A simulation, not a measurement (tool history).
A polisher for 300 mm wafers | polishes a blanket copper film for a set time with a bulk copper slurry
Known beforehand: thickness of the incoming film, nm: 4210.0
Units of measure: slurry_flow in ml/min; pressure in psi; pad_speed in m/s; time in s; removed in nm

run 1 hour=0.0 | slurry_flow=315 pressure=3.0 pad_speed=0.94 slurry_solids=1.0 time=40 | removed=355.86
run 2 hour=1.3 | slurry_flow=315 pressure=3.0 pad_speed=0.94 slurry_solids=1.0 time=40 | removed=354.02
run 3 hour=7.3 | slurry_flow=315 pressure=2.7 pad_speed=0.94 slurry_solids=1.0 time=40 | removed=323.87
run 4 hour=13.0 | slurry_flow=315 pressure=2.4 pad_speed=0.92 slurry_solids=1.0 time=40 | removed=281.26
run 5 hour=19.9 | slurry_flow=245 pressure=2.4 pad_speed=0.92 slurry_solids=1.0 time=40 | removed=273.64
run 6 hour=23.7 | slurry_flow=245 pressure=2.2 pad_speed=0.92 slurry_solids=1.0 time=40 | removed=247.65

Predict the results of run 7:
run 7 hour=27.2 | slurry_flow=245 pressure=2.1 pad_speed=0.92 slurry_solids=1.0 time=40 | removed=?

removed: 241.67 nm
